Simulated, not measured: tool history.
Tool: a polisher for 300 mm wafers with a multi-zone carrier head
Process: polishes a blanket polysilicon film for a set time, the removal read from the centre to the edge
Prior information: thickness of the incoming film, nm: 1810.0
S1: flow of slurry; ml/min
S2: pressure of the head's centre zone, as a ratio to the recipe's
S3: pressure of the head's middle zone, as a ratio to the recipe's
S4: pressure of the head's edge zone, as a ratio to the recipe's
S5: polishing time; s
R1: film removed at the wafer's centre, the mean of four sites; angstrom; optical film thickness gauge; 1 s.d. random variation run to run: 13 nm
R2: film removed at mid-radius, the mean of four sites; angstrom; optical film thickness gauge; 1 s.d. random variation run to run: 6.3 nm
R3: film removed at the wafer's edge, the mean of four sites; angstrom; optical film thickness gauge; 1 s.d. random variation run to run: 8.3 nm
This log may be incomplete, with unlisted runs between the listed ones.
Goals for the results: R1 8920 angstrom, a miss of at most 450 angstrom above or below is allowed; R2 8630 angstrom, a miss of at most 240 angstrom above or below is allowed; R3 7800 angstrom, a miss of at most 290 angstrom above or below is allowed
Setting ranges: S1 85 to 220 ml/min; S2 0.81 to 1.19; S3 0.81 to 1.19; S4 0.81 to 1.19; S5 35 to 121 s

run,day,S1,S2,S3,S4,S5,R1,R2,R3
1,0,140,1,1,1,78,5778.6,5926.8,5811
2,0.321,120,1,1,1,78,5598.7,5699.4,5667.1
3,0.388,85,1,1,1,78,5019.6,4974.5,5303.4
4,0.704,105,1.02,1.01,1.02,80,5461.5,5638,5745.1
5,0.842,125,1.05,1,1.02,82,6092.7,5974.8,6010.2
6,1.1,140,1.07,1.01,1.03,84,6488.7,6384.4,6378.9
7,1.212,150,1.09,1.02,1.03,85,7122.4,6491.5,6422.2
8,1.4,160,1.09,1.04,1.04,86,7212.3,6832.9,6712
9,1.517,170,1.1,1.06,1.04,87,7167.6,7041.9,6701.6
10,1.712,175,1.11,1.07,1.04,89,7688.3,7290.3,7027.3
11,2.05,180,1.12,1.09,1.04,90,7886.7,7649.1,7038
12,2.221,185,1.13,1.1,1.05,91,8062.1,7898.7,7281.8
13,2.475,185,1.13,1.1,1.05,91,8027.1,7792.8,7355.9
14,2.654,190,1.14,1.11,1.05,91,8264.1,7874.6,7222.6
15,2.679,195,1.14,1.12,1.06,92,8528.3,8048.4,7383
16,2.862,195,1.14,1.13,1.07,93,8202.5,8216.7,7493.7
# day 2.988: worn pad replaced by a new one
17,2.988,215,1.19,1.14,1.08,95,9755,9229.5,8323.8
18,3.071,210,1.19,1.14,1.08,95,9756,9245,8315.9
19,3.342,205,1.19,1.14,1.08,95,9626.7,9059.7,8334.4
20,3.375,200,1.19,1.14,1.07,95,9642.9,9156,8240.9
21,3.492,200,1.18,1.14,1.07,95,9515.4,9102.5,8203.4
22,3.533,200,1.17,1.14,1.07,95,9453.2,9083.9,8104.7
23,3.558,200,1.16,1.14,1.07,95,9152.5,8996.4,8285.9

Consider the 4 candidate settings below. Which is the only one whose results all fall within their allowed miss of target?
A,3.583,195,1.01,1.19,1.04,91,?,?,?
B,3.583,180,1.13,1.1,1.01,95,?,?,?
C,3.583,185,1.15,1.19,1.01,93,?,?,?
D,3.583,185,1.07,1.19,1.16,88,?,?,?

move,R1,R2,R3
A,7573,9065.7,7718.3
B,8720.7,8726.9,7878.3
C,8738.8,9182.1,7728.7
D,7689.9,8690.2,7839.6
A: corrects the largest miss of the last run, while another result sits out of spec
B: in spec on every target
C: corrects the largest miss of the last run, while another result sits out of spec
D: corrects the largest miss of the last run, while another result sits out of spec
Move B is the one to make.
